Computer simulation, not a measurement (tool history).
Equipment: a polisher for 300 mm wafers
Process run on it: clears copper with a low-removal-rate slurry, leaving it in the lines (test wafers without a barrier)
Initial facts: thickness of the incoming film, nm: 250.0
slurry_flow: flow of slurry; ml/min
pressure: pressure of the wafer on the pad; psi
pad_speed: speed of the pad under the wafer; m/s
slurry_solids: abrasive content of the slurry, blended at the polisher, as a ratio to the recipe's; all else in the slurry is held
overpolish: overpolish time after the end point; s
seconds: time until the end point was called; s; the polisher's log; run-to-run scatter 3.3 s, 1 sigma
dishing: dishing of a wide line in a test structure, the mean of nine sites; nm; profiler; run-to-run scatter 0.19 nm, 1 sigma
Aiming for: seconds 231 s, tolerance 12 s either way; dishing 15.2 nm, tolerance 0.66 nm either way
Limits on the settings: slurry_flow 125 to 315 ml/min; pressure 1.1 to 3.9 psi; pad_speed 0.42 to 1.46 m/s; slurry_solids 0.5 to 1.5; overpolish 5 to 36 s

run 1 hour=0 | slurry_flow=205 pressure=2.5 pad_speed=0.94 slurry_solids=1 overpolish=18 | seconds=106.12 dishing=18.085
run 2 hour=2.8 | slurry_flow=205 pressure=2.2 pad_speed=0.9 slurry_solids=1 overpolish=20 | seconds=124.43 dishing=17.658
run 3 hour=11.2 | slurry_flow=205 pressure=2.8 pad_speed=0.9 slurry_solids=1 overpolish=20 | seconds=98.252 dishing=20.274
run 4 hour=16 | slurry_flow=205 pressure=2.5 pad_speed=0.9 slurry_solids=1 overpolish=20 | seconds=111.01 dishing=18.707
run 5 hour=19.7 | slurry_flow=205 pressure=2.2 pad_speed=0.86 slurry_solids=1 overpolish=22 | seconds=129.7 dishing=18.388
run 6 hour=22.7 | slurry_flow=205 pressure=1.9 pad_speed=0.82 slurry_solids=1 overpolish=23 | seconds=149.9 dishing=17.1
run 7 hour=29 | slurry_flow=205 pressure=1.7 pad_speed=0.78 slurry_solids=1 overpolish=24 | seconds=166.48 dishing=15.91
run 8 hour=29.9 | slurry_flow=190 pressure=1.1 pad_speed=0.66 slurry_solids=0.95 overpolish=33 | seconds=267.98 dishing=14.627
run 9 hour=35.7 | slurry_flow=195 pressure=1.2 pad_speed=0.66 slurry_solids=0.95 overpolish=32 | seconds=251.27 dishing=14.941

Pick the move, out of 5, that brings all results within their allowed miss; only one does.
run A hour=41.5 | slurry_flow=285 pressure=1.5 pad_speed=0.56 slurry_solids=1.3 overpolish=22 | seconds=? dishing=?
run B hour=41.5 | slurry_flow=205 pressure=1.1 pad_speed=0.58 slurry_solids=0.9 overpolish=36 | seconds=? dishing=?
run C hour=41.5 | slurry_flow=180 pressure=1.1 pad_speed=0.66 slurry_solids=1.2 overpolish=34 | seconds=? dishing=?
run D hour=41.5 | slurry_flow=205 pressure=1.5 pad_speed=0.54 slurry_solids=0.95 overpolish=30 | seconds=? dishing=?
run E hour=41.5 | slurry_flow=215 pressure=1.3 pad_speed=0.46 slurry_solids=1.2 overpolish=35 | seconds=? dishing=?

move=A seconds=213.9 dishing=13.141
move=B seconds=291.82 dishing=14.625
move=C seconds=261.69 dishing=15.089
move=D seconds=238.4 dishing=14.967
move=E seconds=279.34 dishing=14.854
A: carries the result that was furthest off beyond its target, to the other side
B: its largest miss is bigger than the last run's
C: its largest miss is bigger than the last run's
D: every result lands within tolerance
E: its largest miss is bigger than the last run's
The right move is D.

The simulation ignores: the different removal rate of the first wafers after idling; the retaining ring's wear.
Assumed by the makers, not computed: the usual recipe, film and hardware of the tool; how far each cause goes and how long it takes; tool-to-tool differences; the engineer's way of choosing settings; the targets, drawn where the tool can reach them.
